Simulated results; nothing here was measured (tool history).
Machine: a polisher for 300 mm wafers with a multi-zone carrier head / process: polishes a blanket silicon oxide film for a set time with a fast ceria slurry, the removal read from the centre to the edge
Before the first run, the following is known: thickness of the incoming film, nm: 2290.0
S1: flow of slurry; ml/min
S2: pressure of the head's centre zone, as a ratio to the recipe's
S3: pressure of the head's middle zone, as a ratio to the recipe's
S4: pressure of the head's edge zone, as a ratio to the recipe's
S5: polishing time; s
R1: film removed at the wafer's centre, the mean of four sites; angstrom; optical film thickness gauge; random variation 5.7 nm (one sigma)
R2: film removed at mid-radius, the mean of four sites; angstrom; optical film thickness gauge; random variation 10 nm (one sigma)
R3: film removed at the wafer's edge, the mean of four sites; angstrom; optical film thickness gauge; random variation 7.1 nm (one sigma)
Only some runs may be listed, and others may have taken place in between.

run,hour,S1,S2,S3,S4,S5,R1,R2,R3
1,0.0,295,1.00,1.00,1.00,52,5901.6,6150.7,5948.5
2,7.2,295,0.98,1.02,1.04,55,6088.8,6526.4,6402.2
3,7.9,225,0.98,1.02,1.04,55,5868.5,6262.4,6254.3
4,11.6,245,0.97,1.04,1.07,57,6048.3,6729.7,6646.4
5,15.1,245,1.03,1.04,1.07,57,6390.3,6548.4,6576.7
6,22.7,300,1.03,1.04,1.07,57,6685.2,6676.6,6757.2
7,24.5,320,1.00,1.06,1.09,58,6656.7,7157.2,6947.6

Forecast run 8:
8,28.0,320,1.00,1.06,1.09,58,?,?,?

R1: 6680.1 angstrom
R2: 7107.7 angstrom
R3: 7003.5 angstrom
